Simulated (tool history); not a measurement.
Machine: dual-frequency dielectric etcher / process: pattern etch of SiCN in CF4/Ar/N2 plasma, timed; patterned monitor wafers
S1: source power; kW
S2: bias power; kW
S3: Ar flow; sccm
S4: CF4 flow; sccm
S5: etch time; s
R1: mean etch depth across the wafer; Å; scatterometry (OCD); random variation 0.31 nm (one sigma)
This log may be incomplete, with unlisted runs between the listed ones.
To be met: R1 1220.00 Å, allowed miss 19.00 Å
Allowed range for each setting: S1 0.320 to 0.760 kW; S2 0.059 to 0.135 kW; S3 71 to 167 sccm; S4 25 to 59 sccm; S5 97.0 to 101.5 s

run    day     S1     S2   S3  S4    S5       R1
  1  0.000  0.540  0.097  119  42  97.0   855.09
  2  0.183  0.540  0.097  139  42  97.0   835.21
  3  0.421  0.540  0.097  139  42  97.0   832.56
  4  0.733  0.590  0.099  139  42  97.0   918.97
  5  0.958  0.590  0.099  139  47  97.0   931.69
  6  1.308  0.590  0.099  139  42  97.0   916.54
  7  1.458  0.630  0.099  139  42  97.0   981.45
  8  1.546  0.660  0.099  139  42  97.0  1027.30
  9  1.642  0.660  0.099  139  42  97.0  1027.60

Which one of the following 5 next-run settings gets every result inside its allowed miss? There is exactly one.
  A  1.738  0.630  0.059  167  36   97.5   ?
  B  1.738  0.610  0.094  137  42  100.5   ?
  C  1.738  0.630  0.078  167  35  100.0   ?
  D  1.738  0.750  0.105  136  36  100.5   ?
  E  1.738  0.720  0.098  125  42   98.5   ?

move       R1
   A   782.08
   B   968.89
   C   878.30
   D  1211.10
   E  1153.30
A: lands further from the targets than the last run did
B: lands further from the targets than the last run did
C: lands further from the targets than the last run did
D: every result within its allowed miss
E: closes in on the targets versus the last run, not all within tolerance yet
Move D is the one to make.

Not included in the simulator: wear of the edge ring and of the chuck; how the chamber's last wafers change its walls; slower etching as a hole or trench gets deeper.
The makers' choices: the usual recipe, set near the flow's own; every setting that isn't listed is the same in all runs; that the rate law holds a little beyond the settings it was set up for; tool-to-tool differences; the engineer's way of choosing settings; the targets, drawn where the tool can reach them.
